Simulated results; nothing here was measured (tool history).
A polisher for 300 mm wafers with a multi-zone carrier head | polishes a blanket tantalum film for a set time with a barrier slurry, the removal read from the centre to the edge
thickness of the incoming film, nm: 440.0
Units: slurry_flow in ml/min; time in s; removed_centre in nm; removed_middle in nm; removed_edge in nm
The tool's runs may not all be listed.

run,hour,slurry_flow,centre_zone,middle_zone,edge_zone,slurry_solids,time,removed_centre,removed_middle,removed_edge
1,0,190,1,1,1,1,77,130.87,130,131.81
2,1.2,190,1.01,0.99,0.98,0.95,76,129.52,126.32,126.65
3,3.9,190,1.01,0.98,0.96,0.9,76,126.26,124.96,123.85
4,12.2,230,1.01,0.98,0.96,0.9,76,134.92,127.56,128.93
5,17,230,1.01,0.98,0.96,1.05,76,136.07,130.11,132.08
6,21.8,230,0.95,0.98,0.96,1.05,76,130.75,132.99,134.83
7,30.8,185,1.04,0.92,0.86,0.8,72,122.66,107.4,108.98
8,39.7,180,1.04,0.92,0.85,0.8,72,122.14,108.08,108.02
9,45.7,175,1.04,0.92,0.84,0.8,72,121.2,107.98,106.62

The next listed run, before its measurement:
10,48.9,170,1.04,0.91,0.84,0.8,72,?,?,?

removed_centre: 118.67 nm
removed_middle: 106.3 nm
removed_edge: 107.81 nm
